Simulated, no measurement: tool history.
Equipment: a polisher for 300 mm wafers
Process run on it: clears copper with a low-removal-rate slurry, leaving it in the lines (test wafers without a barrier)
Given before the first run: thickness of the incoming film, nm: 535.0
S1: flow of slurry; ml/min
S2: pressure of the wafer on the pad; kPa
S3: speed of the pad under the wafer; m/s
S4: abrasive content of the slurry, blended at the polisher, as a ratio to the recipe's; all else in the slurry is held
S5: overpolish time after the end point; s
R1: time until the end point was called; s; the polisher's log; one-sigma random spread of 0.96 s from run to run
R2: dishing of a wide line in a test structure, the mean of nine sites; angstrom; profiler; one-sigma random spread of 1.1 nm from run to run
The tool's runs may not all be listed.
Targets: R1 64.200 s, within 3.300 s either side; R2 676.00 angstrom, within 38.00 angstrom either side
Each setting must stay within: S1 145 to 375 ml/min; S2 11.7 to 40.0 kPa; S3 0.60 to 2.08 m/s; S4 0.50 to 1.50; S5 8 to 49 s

| run | hour | S1 | S2 | S3 | S4 | S5 | R1 | R2 |
|---|---|---|---|---|---|---|---|---|
| 1 | 0.0 | 240 | 25.5 | 1.34 | 1.00 | 25 | 93.504 | 811.03 |
| 2 | 4.3 | 240 | 25.5 | 1.08 | 1.00 | 25 | 108.680 | 748.17 |
| 3 | 4.9 | 240 | 25.5 | 1.08 | 1.10 | 25 | 108.200 | 754.00 |
| 4 | 13.3 | 240 | 31.7 | 1.08 | 1.10 | 25 | 85.165 | 889.88 |
| 5 | 21.7 | 240 | 33.1 | 1.10 | 1.10 | 21 | 80.622 | 833.02 |
| 6 | 27.2 | 240 | 33.1 | 1.10 | 1.30 | 21 | 76.470 | 837.29 |
| 7 | 28.9 | 245 | 33.8 | 1.12 | 1.30 | 18 | 73.038 | 785.70 |
| 8 | 30.3 | 250 | 34.5 | 1.12 | 1.30 | 16 | 73.167 | 718.17 |
| 9 | 32.9 | 250 | 34.5 | 1.12 | 1.30 | 16 | 73.302 | 718.68 |
| 10 | 37.6 | 250 | 35.2 | 1.12 | 1.30 | 15 | 74.332 | 695.02 |
| 11 | 43.1 | 250 | 36.5 | 1.14 | 1.30 | 14 | 67.830 | 702.22 |
| 12 | 51.0 | 250 | 37.2 | 1.14 | 1.30 | 13 | 67.704 | 659.31 |

5 candidate next runs follow, results not yet known. Just one meets every target within its allowed miss. Identify it.
| A | 58.9 | 260 | 40.0 | 1.12 | 1.20 | 13 | ? | ? |
| B | 58.9 | 290 | 37.2 | 1.02 | 1.25 | 14 | ? | ? |
| C | 58.9 | 270 | 36.5 | 1.04 | 1.30 | 14 | ? | ? |
| D | 58.9 | 250 | 35.9 | 1.08 | 1.25 | 15 | ? | ? |
| E | 58.9 | 250 | 33.8 | 1.26 | 1.15 | 14 | ? | ? |

| move | R1 | R2 |
|---|---|---|
| A | 63.046 | 682.48 |
| B | 69.908 | 664.56 |
| C | 70.169 | 661.97 |
| D | 71.204 | 689.88 |
| E | 70.295 | 658.19 |
A: in spec on every target
B: misses by more than the last run did
C: misses by more than the last run did
D: misses by more than the last run did
E: misses by more than the last run did
Move A is the one to make.
